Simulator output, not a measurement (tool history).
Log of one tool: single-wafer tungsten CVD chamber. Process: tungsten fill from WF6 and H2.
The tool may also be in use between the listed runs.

run,hour,heater temperature setpoint (K),chamber pressure (Pa),deposition time (s),mean film thickness on the monitor wafer (nm)
1,0,648.15,6759,14,33.977
2,1.8,648.15,6759,13.4,32.744
3,4.3,648.15,6759,13.4,32.444
4,6.4,648.15,6759,14,34.193
5,7.8,650.15,6773,14,35.64
6,11.9,652.15,6786,14,36.947

The next listed run, before its measurement:
7,12.7,653.15,6799,14,?

mean film thickness on the monitor wafer (nm): 37.518
